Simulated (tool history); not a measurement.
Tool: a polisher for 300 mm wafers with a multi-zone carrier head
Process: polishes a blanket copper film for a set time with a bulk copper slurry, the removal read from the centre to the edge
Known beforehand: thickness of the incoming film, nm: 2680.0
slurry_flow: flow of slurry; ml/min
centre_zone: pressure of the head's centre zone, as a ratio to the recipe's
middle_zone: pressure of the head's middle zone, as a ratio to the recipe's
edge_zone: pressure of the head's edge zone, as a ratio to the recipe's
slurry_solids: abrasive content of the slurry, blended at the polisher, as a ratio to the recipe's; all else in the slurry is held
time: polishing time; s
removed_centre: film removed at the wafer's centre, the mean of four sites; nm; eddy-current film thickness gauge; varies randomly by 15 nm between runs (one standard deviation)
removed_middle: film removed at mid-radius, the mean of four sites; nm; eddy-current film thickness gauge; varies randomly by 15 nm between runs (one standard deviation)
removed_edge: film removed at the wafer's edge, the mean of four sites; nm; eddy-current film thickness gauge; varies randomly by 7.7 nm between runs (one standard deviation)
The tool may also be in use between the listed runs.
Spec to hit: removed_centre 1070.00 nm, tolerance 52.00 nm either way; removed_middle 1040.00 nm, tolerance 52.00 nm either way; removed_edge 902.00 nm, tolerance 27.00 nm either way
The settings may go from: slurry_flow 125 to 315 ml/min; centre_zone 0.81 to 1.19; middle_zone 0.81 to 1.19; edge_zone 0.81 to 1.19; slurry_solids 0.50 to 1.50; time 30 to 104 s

Run 1, hour 0.0: slurry_flow 205 ml/min, centre_zone 1.00, middle_zone 1.00, edge_zone 1.00, slurry_solids 1.00, time 67 s. Result: removed_centre 792.56 nm, removed_middle 801.50 nm, removed_edge 781.09 nm.
Run 2, hour 8.7: slurry_flow 215 ml/min, centre_zone 1.03, middle_zone 1.03, edge_zone 1.01, slurry_solids 1.05, time 67 s. Result: removed_centre 828.40 nm, removed_middle 823.11 nm, removed_edge 798.17 nm.
Run 3, hour 14.5: slurry_flow 235 ml/min, centre_zone 1.03, middle_zone 1.03, edge_zone 1.01, slurry_solids 1.05, time 67 s. Result: removed_centre 853.60 nm, removed_middle 825.32 nm, removed_edge 810.13 nm.
Run 4, hour 21.1: slurry_flow 235 ml/min, centre_zone 1.03, middle_zone 1.03, edge_zone 1.01, slurry_solids 1.05, time 52 s. Result: removed_centre 649.71 nm, removed_middle 657.20 nm, removed_edge 617.78 nm.
Run 5, hour 28.3: slurry_flow 235 ml/min, centre_zone 1.03, middle_zone 1.03, edge_zone 1.09, slurry_solids 1.05, time 52 s. Result: removed_centre 640.97 nm, removed_middle 637.52 nm, removed_edge 647.35 nm.
Run 6, hour 35.0: slurry_flow 235 ml/min, centre_zone 1.03, middle_zone 1.03, edge_zone 1.09, slurry_solids 1.05, time 62 s. Result: removed_centre 753.86 nm, removed_middle 759.72 nm, removed_edge 770.99 nm.
Run 7, hour 38.4: slurry_flow 240 ml/min, centre_zone 1.05, middle_zone 1.06, edge_zone 1.07, slurry_solids 1.15, time 63 s. Result: removed_centre 823.74 nm, removed_middle 778.66 nm, removed_edge 785.87 nm.
Run 8, hour 40.8: slurry_flow 245 ml/min, centre_zone 1.05, middle_zone 1.08, edge_zone 1.04, slurry_solids 1.15, time 65 s. Result: removed_centre 827.58 nm, removed_middle 824.86 nm, removed_edge 819.71 nm.
Run 9, hour 42.3: slurry_flow 245 ml/min, centre_zone 1.05, middle_zone 1.08, edge_zone 1.04, slurry_solids 1.15, time 65 s. Result: removed_centre 871.29 nm, removed_middle 845.50 nm, removed_edge 814.61 nm.
Run 10, hour 51.2: slurry_flow 250 ml/min, centre_zone 1.05, middle_zone 1.10, edge_zone 1.03, slurry_solids 1.20, time 66 s. Result: removed_centre 859.53 nm, removed_middle 886.64 nm, removed_edge 819.18 nm.
Run 11, hour 55.7: slurry_flow 255 ml/min, centre_zone 1.07, middle_zone 1.12, edge_zone 1.02, slurry_solids 1.25, time 67 s. Result: removed_centre 917.86 nm, removed_middle 902.68 nm, removed_edge 847.98 nm.
Run 12, hour 58.4: slurry_flow 260 ml/min, centre_zone 1.08, middle_zone 1.13, edge_zone 1.01, slurry_solids 1.30, time 68 s. Result: removed_centre 947.07 nm, removed_middle 924.82 nm, removed_edge 845.89 nm.
Run 13, hour 63.4: slurry_flow 265 ml/min, centre_zone 1.09, middle_zone 1.14, edge_zone 1.01, slurry_solids 1.30, time 69 s. Result: removed_centre 960.02 nm, removed_middle 981.08 nm, removed_edge 862.32 nm.
Run 14, hour 70.5: slurry_flow 265 ml/min, centre_zone 1.10, middle_zone 1.14, edge_zone 1.01, slurry_solids 1.35, time 69 s. Result: removed_centre 965.63 nm, removed_middle 977.18 nm, removed_edge 883.59 nm.
Run 15, hour 75.3: slurry_flow 270 ml/min, centre_zone 1.12, middle_zone 1.14, edge_zone 1.00, slurry_solids 1.35, time 69 s. Result: removed_centre 1003.50 nm, removed_middle 966.20 nm, removed_edge 875.52 nm.
Run 16, hour 76.9: slurry_flow 270 ml/min, centre_zone 1.13, middle_zone 1.15, edge_zone 1.00, slurry_solids 1.35, time 69 s. Result: removed_centre 1004.10 nm, removed_middle 964.92 nm, removed_edge 882.27 nm.
Run 17, hour 77.8: slurry_flow 275 ml/min, centre_zone 1.13, middle_zone 1.16, edge_zone 0.99, slurry_solids 1.35, time 69 s. Result: removed_centre 999.32 nm, removed_middle 982.65 nm, removed_edge 868.95 nm.

Exactly one of the 4 candidate moves below puts every result within its allowed miss. Which one?
Run A, hour 78.7: slurry_flow 235 ml/min, centre_zone 1.15, middle_zone 1.18, edge_zone 0.97, slurry_solids 1.15, time 75 s. Result: removed_centre ?, removed_middle ?, removed_edge ?.
Run B, hour 78.7: slurry_flow 290 ml/min, centre_zone 0.97, middle_zone 1.19, edge_zone 0.91, slurry_solids 1.25, time 73 s. Result: removed_centre ?, removed_middle ?, removed_edge ?.
Run C, hour 78.7: slurry_flow 255 ml/min, centre_zone 0.98, middle_zone 1.19, edge_zone 0.99, slurry_solids 1.40, time 73 s. Result: removed_centre ?, removed_middle ?, removed_edge ?.
Run D, hour 78.7: slurry_flow 285 ml/min, centre_zone 1.09, middle_zone 1.12, edge_zone 1.04, slurry_solids 1.05, time 68 s. Result: removed_centre ?, removed_middle ?, removed_edge ?.

move  removed_centre  removed_middle  removed_edge
   A         1069.60         1036.40        897.67
   B          911.45         1053.70        874.65
   C          927.55         1062.50        920.59
   D          923.55          907.17        841.26
A: all results in spec
B: moves away from the targets compared with the last run
C: moves away from the targets compared with the last run
D: moves away from the targets compared with the last run
Go with A: it meets all targets.
